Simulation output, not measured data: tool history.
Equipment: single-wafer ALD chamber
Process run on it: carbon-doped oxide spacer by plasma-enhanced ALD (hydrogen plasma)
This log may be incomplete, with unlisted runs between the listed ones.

| run | hour | heater temperature setpoint (K) | number of ALD cycles (cycles) | mean film thickness on the monitor wafer (Å) |
|---|---|---|---|---|
| 1 | 0.0 | 658.15 | 255 | 119.70 |
| 2 | 8.8 | 665.15 | 255 | 119.88 |
| 3 | 13.0 | 671.15 | 255 | 119.35 |
| 4 | 20.5 | 679.15 | 255 | 118.47 |
| 5 | 25.0 | 682.15 | 255 | 117.18 |
| 6 | 31.9 | 682.15 | 268 | 123.21 |
| 7 | 40.6 | 682.15 | 284 | 131.12 |
| 8 | 49.2 | 682.15 | 294 | 135.07 |

What does the tool deliver on the next run?
| 9 | 56.1 | 682.15 | 294 | ? |

{"run 9": {"mean film thickness on the monitor wafer (Å)": 135.78}}
